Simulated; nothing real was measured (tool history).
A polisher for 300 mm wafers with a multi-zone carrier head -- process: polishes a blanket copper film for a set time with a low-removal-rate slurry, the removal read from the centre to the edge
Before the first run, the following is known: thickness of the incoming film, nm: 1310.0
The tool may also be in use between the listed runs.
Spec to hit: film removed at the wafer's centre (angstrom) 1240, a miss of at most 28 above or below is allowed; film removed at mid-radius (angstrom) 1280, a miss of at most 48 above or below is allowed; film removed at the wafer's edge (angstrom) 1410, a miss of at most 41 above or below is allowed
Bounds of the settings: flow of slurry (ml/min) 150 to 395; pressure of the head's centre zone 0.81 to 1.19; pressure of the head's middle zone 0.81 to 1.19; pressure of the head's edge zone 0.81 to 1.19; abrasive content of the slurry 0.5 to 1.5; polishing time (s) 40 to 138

| run | day | flow of slurry (ml/min) | pressure of the head's centre zone | pressure of the head's middle zone | pressure of the head's edge zone | abrasive content of the slurry | polishing time (s) | film removed at the wafer's centre (angstrom) | film removed at mid-radius (angstrom) | film removed at the wafer's edge (angstrom) |
|---|---|---|---|---|---|---|---|---|---|---|
| 1 | 0 | 250 | 1 | 1 | 1 | 1 | 88 | 2291.9 | 2278.4 | 2225.6 |
| 2 | 0.308 | 235 | 0.95 | 0.95 | 0.97 | 0.85 | 80 | 1902.4 | 1905.2 | 1960.2 |
| 3 | 0.65 | 225 | 0.92 | 0.92 | 0.94 | 0.75 | 74 | 1674.8 | 1713 | 1729.9 |
| 4 | 0.846 | 225 | 0.92 | 0.98 | 0.94 | 0.75 | 74 | 1662.1 | 1744.6 | 1739.8 |
| 5 | 1.204 | 225 | 0.92 | 0.98 | 0.94 | 0.75 | 89 | 2012.9 | 2139.9 | 2091.1 |
| 6 | 1.25 | 225 | 0.92 | 0.98 | 0.99 | 0.75 | 89 | 2018.6 | 2133.3 | 2127.6 |
| 7 | 1.508 | 210 | 0.89 | 0.93 | 0.98 | 0.65 | 80 | 1692.6 | 1803.3 | 1830 |
| 8 | 1.7 | 200 | 0.88 | 0.89 | 1 | 0.6 | 74 | 1525.4 | 1593.5 | 1694.2 |
| 9 | 1.988 | 190 | 0.87 | 0.87 | 0.99 | 0.55 | 71 | 1406.3 | 1498.7 | 1624 |
| 10 | 2.35 | 190 | 0.87 | 0.87 | 0.99 | 0.55 | 71 | 1408.9 | 1495.7 | 1611.2 |
| 11 | 2.508 | 185 | 0.87 | 0.85 | 0.98 | 0.55 | 68 | 1322.5 | 1410.8 | 1508.7 |
| 12 | 2.783 | 185 | 0.87 | 0.84 | 0.98 | 0.55 | 67 | 1325.6 | 1350.9 | 1510.8 |
| 13 | 3.125 | 180 | 0.86 | 0.83 | 0.95 | 0.55 | 67 | 1287.9 | 1331.6 | 1444.8 |

Below are 5 possible settings for the next run. Only one of them brings all results inside the allowed miss of their targets. Which is it?
| A | 3.467 | 180 | 0.93 | 0.81 | 1.03 | 0.55 | 65 | ? | ? | ? |
| B | 3.467 | 185 | 0.89 | 0.9 | 0.9 | 0.5 | 63 | ? | ? | ? |
| C | 3.467 | 245 | 0.9 | 0.81 | 0.95 | 0.7 | 58 | ? | ? | ? |
| D | 3.467 | 180 | 0.85 | 0.82 | 0.94 | 0.5 | 65 | ? | ? | ? |
| E | 3.467 | 225 | 0.81 | 0.87 | 1.04 | 0.5 | 66 | ? | ? | ? |

| move | film removed at the wafer's centre (angstrom) | film removed at mid-radius (angstrom) | film removed at the wafer's edge (angstrom) |
|---|---|---|---|
| A | 1368.7 | 1273.2 | 1469 |
| B | 1262.2 | 1305.3 | 1323.9 |
| C | 1287.8 | 1231.3 | 1349 |
| D | 1235.7 | 1268.2 | 1389.6 |
| E | 1245.8 | 1383.5 | 1521.2 |
A: lands further from the targets than the last run did
B: corrects the largest miss of the last run, while another result sits out of spec
C: roughly where the last run was
D: all results land within tolerance of their targets
E: corrects the largest miss of the last run, while another result sits out of spec
D is the move that brings every result within its allowed miss.
